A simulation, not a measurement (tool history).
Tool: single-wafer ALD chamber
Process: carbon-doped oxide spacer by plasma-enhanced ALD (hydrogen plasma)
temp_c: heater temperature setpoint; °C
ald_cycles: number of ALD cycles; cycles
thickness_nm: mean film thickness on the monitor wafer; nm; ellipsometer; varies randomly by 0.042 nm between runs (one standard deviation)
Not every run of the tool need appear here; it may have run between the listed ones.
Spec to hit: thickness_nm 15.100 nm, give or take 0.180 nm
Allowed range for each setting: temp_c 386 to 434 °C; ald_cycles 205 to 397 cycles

run,hour,temp_c,ald_cycles,thickness_nm
1,0.0,410,301,14.311
2,7.0,403,301,14.526
3,15.4,403,267,12.858
4,22.5,401,276,13.379
5,29.8,399,282,13.718
6,33.5,397,287,13.983
7,40.9,396,291,14.158
8,49.7,395,295,14.336
9,55.9,395,298,14.554
10,61.4,394,300,14.552

4 next moves are on the table. One of them brings every result within its allowed miss. Which?
A,66.9,408,299,?
B,66.9,386,310,?
C,66.9,406,308,?
D,66.9,393,300,?

move,thickness_nm
A,14.205
B,15.100
C,14.714
D,14.613
A: misses by more than the last run did
B: every result within its allowed miss
C: gains on the last run, yet a result remains outside its allowed miss
D: gains on the last run, yet a result remains outside its allowed miss
Move B is the one to make.

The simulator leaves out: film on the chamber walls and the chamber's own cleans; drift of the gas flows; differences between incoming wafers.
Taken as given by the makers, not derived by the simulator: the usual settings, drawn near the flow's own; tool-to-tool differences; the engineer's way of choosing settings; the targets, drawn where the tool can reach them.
